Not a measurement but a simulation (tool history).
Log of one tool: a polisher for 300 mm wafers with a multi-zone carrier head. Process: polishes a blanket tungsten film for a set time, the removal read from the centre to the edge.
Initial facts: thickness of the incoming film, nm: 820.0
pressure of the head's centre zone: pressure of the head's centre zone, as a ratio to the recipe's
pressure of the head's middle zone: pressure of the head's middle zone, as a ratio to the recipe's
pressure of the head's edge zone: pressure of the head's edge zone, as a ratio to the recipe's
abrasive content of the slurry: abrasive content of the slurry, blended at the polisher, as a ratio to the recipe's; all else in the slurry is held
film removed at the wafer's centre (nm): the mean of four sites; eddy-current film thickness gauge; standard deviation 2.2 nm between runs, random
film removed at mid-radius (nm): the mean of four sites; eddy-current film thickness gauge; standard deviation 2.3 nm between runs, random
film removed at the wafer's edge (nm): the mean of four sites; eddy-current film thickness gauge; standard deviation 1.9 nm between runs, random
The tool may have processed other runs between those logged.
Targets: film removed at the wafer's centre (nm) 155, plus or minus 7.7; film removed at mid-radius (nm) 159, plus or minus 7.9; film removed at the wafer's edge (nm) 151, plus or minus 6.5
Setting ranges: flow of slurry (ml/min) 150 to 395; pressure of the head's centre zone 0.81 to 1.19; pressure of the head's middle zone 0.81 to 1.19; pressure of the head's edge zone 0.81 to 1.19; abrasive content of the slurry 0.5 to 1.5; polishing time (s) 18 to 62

run	hour	flow of slurry (ml/min)	pressure of the head's centre zone	pressure of the head's middle zone	pressure of the head's edge zone	abrasive content of the slurry	polishing time (s)	film removed at the wafer's centre (nm)	film removed at mid-radius (nm)	film removed at the wafer's edge (nm)
1	0	250	1	1	1	1	40	279.7	259.43	252.24
2	8.2	250	1.04	1	1	1	40	284.56	258.74	255.69
3	10.4	250	1.04	1	1	1	43	308.03	270.53	267.69
4	12.9	250	1.04	1	1.05	1	43	314.28	278.18	278.65
# hour 13.6: centre zone pressure recalibrated
5	13.6	250	1.04	1	1.05	0.9	43	282.83	270.92	269.94
6	22.1	250	1.05	1	1.03	0.85	41	263.66	252.43	251.39
7	26.9	245	1.04	1.02	0.93	0.6	30	181.91	175.64	161.85
8	34.1	225	0.94	0.97	0.9	0.5	29	143.91	152.25	145.24

Exactly one of the 5 candidate moves below puts every result within its allowed miss. Which one?
A	41.3	320	0.95	0.98	0.91	0.5	29	?	?	?
B	41.3	225	1.02	1.04	0.83	0.6	26	?	?	?
C	41.3	350	1.01	0.87	0.87	0.6	27	?	?	?
D	41.3	205	0.95	0.88	0.92	0.55	30	?	?	?
E	41.3	220	0.95	0.88	0.95	0.5	29	?	?	?

move	film removed at the wafer's centre (nm)	film removed at mid-radius (nm)	film removed at the wafer's edge (nm)
A	154.88	160.63	151.78
B	148.97	151.83	132.14
C	161.66	142.68	145.83
D	154.01	147.05	155.1
E	147.26	140.41	149.91
A: every result within its allowed miss
B: corrects the largest miss of the last run, while another result sits out of spec
C: corrects the largest miss of the last run, while another result sits out of spec
D: corrects the largest miss of the last run, while another result sits out of spec
E: the biggest miss grows against the last run
Move A is the one to make.
